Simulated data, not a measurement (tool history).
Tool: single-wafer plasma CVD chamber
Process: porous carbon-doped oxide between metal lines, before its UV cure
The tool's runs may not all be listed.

run    day  heater temperature setpoint (K)  RF power (W)  deposition time (s)  mean film thickness on the monitor wafer (Å)
  1      0                           573.15           575                 15.6                                        981.84
  2  0.283                           581.15           575                 15.6                                        925.68
  3  0.588                           578.15           580                 15.6                                        963.34
  4  0.829                           576.15           580                 15.6                                        958.67
  5  1.025                           573.15           585                 15.6                                        999.08
  6  1.275                           573.15           535                 15.6                                        907.04
     1.379  -- thermocouple changed; heater temperature recalibrated
  7  1.379                           569.15           540                 15.6                                        934.04
  8  1.533                           566.15           545                 15.6                                        956.44

Estimate the outcome of run 9 from the log above:
  9  1.821                           564.15           550                 15.6                                             ?

Run 9 measured mean film thickness on the monitor wafer (Å) 974.49.
